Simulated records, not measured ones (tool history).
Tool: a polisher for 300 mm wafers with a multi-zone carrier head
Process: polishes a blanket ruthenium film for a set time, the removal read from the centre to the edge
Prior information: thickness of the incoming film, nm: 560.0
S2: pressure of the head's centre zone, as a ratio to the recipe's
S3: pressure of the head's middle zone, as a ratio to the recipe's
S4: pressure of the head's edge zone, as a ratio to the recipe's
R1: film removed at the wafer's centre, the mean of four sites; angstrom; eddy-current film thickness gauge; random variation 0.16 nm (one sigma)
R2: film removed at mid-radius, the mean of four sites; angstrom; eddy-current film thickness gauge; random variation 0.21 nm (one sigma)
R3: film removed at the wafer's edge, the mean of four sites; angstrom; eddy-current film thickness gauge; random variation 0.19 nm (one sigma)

run 1 hour=0.0 | flow_of_slurry_(ml/min)=235 S2=1.00 S3=1.00 S4=1.00 polishing_time_(s)=34 | R1=360.54 R2=364.02 R3=385.21
run 2 hour=3.1 | flow_of_slurry_(ml/min)=235 S2=1.00 S3=0.94 S4=1.00 polishing_time_(s)=34 | R1=364.12 R2=352.02 R3=383.46
run 3 hour=5.6 | flow_of_slurry_(ml/min)=235 S2=1.00 S3=0.94 S4=1.05 polishing_time_(s)=34 | R1=365.73 R2=352.33 R3=387.97
run 4 hour=8.8 | flow_of_slurry_(ml/min)=185 S2=1.00 S3=0.94 S4=1.05 polishing_time_(s)=34 | R1=355.62 R2=335.87 R3=378.96
run 5 hour=11.2 | flow_of_slurry_(ml/min)=180 S2=0.98 S3=0.93 S4=1.04 polishing_time_(s)=32 | R1=327.13 R2=315.11 R3=354.17
run 6 hour=14.0 | flow_of_slurry_(ml/min)=175 S2=0.97 S3=0.91 S4=1.04 polishing_time_(s)=30 | R1=302.50 R2=286.72 R3=331.44
-- hour=15.4 slurry nozzle cleaned
run 7 hour=15.4 | flow_of_slurry_(ml/min)=170 S2=0.96 S3=0.90 S4=1.02 polishing_time_(s)=29 | R1=306.93 R2=293.25 R3=331.39
run 8 hour=16.6 | flow_of_slurry_(ml/min)=165 S2=0.96 S3=0.90 S4=1.04 polishing_time_(s)=27 | R1=280.84 R2=263.58 R3=311.64
run 9 hour=19.0 | flow_of_slurry_(ml/min)=165 S2=0.96 S3=0.91 S4=1.04 polishing_time_(s)=26 | R1=271.66 R2=255.61 R3=295.66
run 10 hour=27.5 | flow_of_slurry_(ml/min)=150 S2=0.86 S3=0.82 S4=0.94 polishing_time_(s)=19 | R1=175.28 R2=172.47 R3=209.61
run 11 hour=31.9 | flow_of_slurry_(ml/min)=160 S2=0.87 S3=0.83 S4=0.96 polishing_time_(s)=19 | R1=180.42 R2=175.75 R3=207.79
run 12 hour=32.7 | flow_of_slurry_(ml/min)=155 S2=0.87 S3=0.84 S4=0.99 polishing_time_(s)=19 | R1=177.50 R2=176.40 R3=211.66

Run 13 comes next. What will it give?
run 13 hour=35.9 | flow_of_slurry_(ml/min)=155 S2=0.88 S3=0.85 S4=1.01 polishing_time_(s)=19 | R1=? R2=? R3=?

R1: 178.08 angstrom
R2: 179.92 angstrom
R3: 215.00 angstrom
